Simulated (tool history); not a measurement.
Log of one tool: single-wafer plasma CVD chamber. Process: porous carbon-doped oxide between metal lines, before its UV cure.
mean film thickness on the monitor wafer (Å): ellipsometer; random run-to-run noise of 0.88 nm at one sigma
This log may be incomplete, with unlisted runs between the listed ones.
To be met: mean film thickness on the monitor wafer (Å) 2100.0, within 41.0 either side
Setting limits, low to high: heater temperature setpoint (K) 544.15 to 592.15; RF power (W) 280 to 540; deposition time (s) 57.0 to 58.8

run	hour	heater temperature setpoint (K)	RF power (W)	deposition time (s)	mean film thickness on the monitor wafer (Å)
1	0.0	568.15	410	57.0	2691.4
2	7.7	578.15	410	57.0	2566.9
3	10.9	570.15	410	57.0	2650.1
4	14.4	560.15	410	57.0	2822.7
5	22.5	560.15	410	58.8	2889.9
6	24.9	560.15	460	58.8	3079.7
7	32.3	568.15	400	58.2	2712.4
8	34.0	580.15	335	57.0	2295.9
9	39.7	583.15	325	57.0	2232.4
10	41.1	585.15	320	57.0	2192.1

Below are 5 possible settings for the next run. Only one of them brings all results inside the allowed miss of their targets. Which is it?
A	42.5	592.15	320	57.0	?
B	42.5	588.15	280	57.2	?
C	42.5	592.15	295	57.0	?
D	42.5	589.15	280	57.0	?
E	42.5	588.15	345	57.5	?

move	mean film thickness on the monitor wafer (Å)
A	2114.4
B	2027.6
C	2033.1
D	2011.4
E	2254.8
A: each result inside its tolerance
B: the result that was furthest off in the last run now lies on the other side of its target
C: the result that was furthest off in the last run now lies on the other side of its target
D: the result that was furthest off in the last run now lies on the other side of its target
E: moves away from the targets compared with the last run
Answer: A
